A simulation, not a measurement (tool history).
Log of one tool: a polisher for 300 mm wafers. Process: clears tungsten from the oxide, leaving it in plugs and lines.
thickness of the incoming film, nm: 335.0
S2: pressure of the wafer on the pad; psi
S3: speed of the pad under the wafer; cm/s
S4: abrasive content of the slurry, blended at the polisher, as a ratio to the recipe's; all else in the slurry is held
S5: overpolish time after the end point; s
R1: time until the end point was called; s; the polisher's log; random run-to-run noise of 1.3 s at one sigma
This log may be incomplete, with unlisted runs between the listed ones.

Run 1, hour 0: flow of slurry (ml/min) 240, S2 3 psi, S3 124 cm/s, S4 1, S5 26 s. Result: R1 59.234 s.
Run 2, hour 4.3: flow of slurry (ml/min) 200, S2 3 psi, S3 124 cm/s, S4 1, S5 26 s. Result: R1 62.569 s.
Run 3, hour 8.6: flow of slurry (ml/min) 235, S2 3 psi, S3 124 cm/s, S4 1, S5 26 s. Result: R1 60.681 s.
Run 4, hour 15.5: flow of slurry (ml/min) 235, S2 3.3 psi, S3 124 cm/s, S4 1, S5 26 s. Result: R1 55.844 s.
Run 5, hour 18.1: flow of slurry (ml/min) 235, S2 3.1 psi, S3 122 cm/s, S4 1, S5 26 s. Result: R1 58.12 s.
Run 6, hour 21.2: flow of slurry (ml/min) 235, S2 3.1 psi, S3 122 cm/s, S4 1, S5 28 s. Result: R1 61.15 s.
Run 7, hour 22.3: flow of slurry (ml/min) 235, S2 2.9 psi, S3 120 cm/s, S4 1, S5 28 s. Result: R1 64.559 s.

Run 8 is up next; what results do you expect?
Run 8, hour 29.1: flow of slurry (ml/min) 230, S2 2.8 psi, S3 120 cm/s, S4 1, S5 28 s. Result: R1 ?.

Run 8 came out at R1 64.354 s.

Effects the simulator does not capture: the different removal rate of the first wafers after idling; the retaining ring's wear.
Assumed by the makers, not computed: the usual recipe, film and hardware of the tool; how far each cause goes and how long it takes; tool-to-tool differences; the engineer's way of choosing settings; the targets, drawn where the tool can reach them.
